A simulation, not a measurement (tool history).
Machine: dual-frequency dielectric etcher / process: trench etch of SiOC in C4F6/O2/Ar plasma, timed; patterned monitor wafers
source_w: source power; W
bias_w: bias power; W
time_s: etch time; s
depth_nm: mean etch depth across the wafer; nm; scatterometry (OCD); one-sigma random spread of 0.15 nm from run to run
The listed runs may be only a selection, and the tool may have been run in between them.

run  hour  source_w  bias_w  time_s  depth_nm
  1   0.0       420     188    26.5    51.935
  2   5.9       390     183    26.5    50.101
  3   8.2       390     183    26.5    50.439
  4  16.5       390     183    26.5    50.427
  5  23.9       370     177    26.5    48.826
  6  28.3       440     177    26.5    51.579
  7  29.6       410     171    26.5    49.928

Run 8 is up next; what results do you expect?
  8  30.4       390     167    26.5         ?

{"run 8": {"depth_nm": 49.109}}
